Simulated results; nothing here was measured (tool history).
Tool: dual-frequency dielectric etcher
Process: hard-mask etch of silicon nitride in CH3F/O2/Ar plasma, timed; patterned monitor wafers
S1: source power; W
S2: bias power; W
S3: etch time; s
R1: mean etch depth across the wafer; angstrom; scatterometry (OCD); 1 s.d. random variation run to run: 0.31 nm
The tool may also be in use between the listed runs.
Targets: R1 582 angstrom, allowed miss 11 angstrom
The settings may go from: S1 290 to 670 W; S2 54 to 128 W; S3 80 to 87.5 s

run,hour,S1,S2,S3,R1
1,0,480,91,87.5,662.18
2,1.2,480,97,87.5,675.27
3,2.1,480,106,87.5,692.71
4,9.9,480,122,87.5,722.68
5,17.7,460,119,87,695.71
6,26.3,440,118,87,679.97
7,32.9,420,117,87,660.81
8,40.3,410,117,87,655.8
9,47.6,400,117,87,649.68
10,52.2,390,117,87,637.89
11,59.1,380,117,87,634.19
12,66.9,370,117,87,625.87
13,67.4,360,117,87,623
14,71.8,350,117,87,606.26
15,76.7,310,116,87,564.87

Consider the 4 candidate settings below. Which is the only one whose results all fall within their allowed miss of target?
A,81.6,290,113,87.5,?
B,81.6,350,115,80,?
C,81.6,310,121,87.5,?
D,81.6,310,117,82.5,?

move,R1
A,544.57
B,554.16
C,577.14
D,538.54
A: its largest miss is bigger than the last run's
B: its largest miss is bigger than the last run's
C: hits every target within its allowed miss
D: its largest miss is bigger than the last run's
So the answer is move C, the one that meets all the targets.
